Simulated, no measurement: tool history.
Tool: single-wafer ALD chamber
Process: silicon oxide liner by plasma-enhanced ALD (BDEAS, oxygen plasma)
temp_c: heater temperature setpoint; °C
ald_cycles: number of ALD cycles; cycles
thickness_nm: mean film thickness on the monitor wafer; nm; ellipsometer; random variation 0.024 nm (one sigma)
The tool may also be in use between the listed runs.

| run | hour | temp_c | ald_cycles | thickness_nm |
|---|---|---|---|---|
| 1 | 0 | 320 | 70 | 7.2057 |
| 2 | 5.2 | 320 | 75 | 7.7223 |
| 3 | 9.5 | 326 | 75 | 7.6235 |
| 4 | 12.9 | 320 | 75 | 7.7507 |
| 5 | 14.6 | 311 | 75 | 7.8266 |
| 6 | 19.2 | 306 | 75 | 7.8691 |
| 7 | 20.2 | 306 | 71 | 7.4027 |

Forecast run 8:
| 8 | 28.4 | 306 | 69 | ? |

Run 8 gave thickness_nm 7.1823 nm.
